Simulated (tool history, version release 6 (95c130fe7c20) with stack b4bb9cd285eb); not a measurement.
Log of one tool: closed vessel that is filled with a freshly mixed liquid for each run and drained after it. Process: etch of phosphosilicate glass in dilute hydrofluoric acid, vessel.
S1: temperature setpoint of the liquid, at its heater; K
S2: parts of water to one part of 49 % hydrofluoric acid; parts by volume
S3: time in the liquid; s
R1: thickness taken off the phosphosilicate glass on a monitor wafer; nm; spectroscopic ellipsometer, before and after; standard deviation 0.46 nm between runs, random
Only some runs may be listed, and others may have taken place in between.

run    day      S1   S2  S3      R1
  1  0.000  298.15  205  55  27.599
  2  0.121  299.15  195  55  30.373
  3  0.229  299.15  145  55  42.713
  4  0.354  299.15  175  55  34.839
  5  0.700  299.65  170  55  35.930
  6  0.833  301.65  170  55  39.176
  7  0.975  302.15  165  55  41.617
  8  1.342  302.65  160  55  42.894
  9  1.467  303.15  155  55  46.324

Predict the results of run 10:
 10  1.592  303.65  155  55   ?

{"run 10": {"R1": 47.712}}

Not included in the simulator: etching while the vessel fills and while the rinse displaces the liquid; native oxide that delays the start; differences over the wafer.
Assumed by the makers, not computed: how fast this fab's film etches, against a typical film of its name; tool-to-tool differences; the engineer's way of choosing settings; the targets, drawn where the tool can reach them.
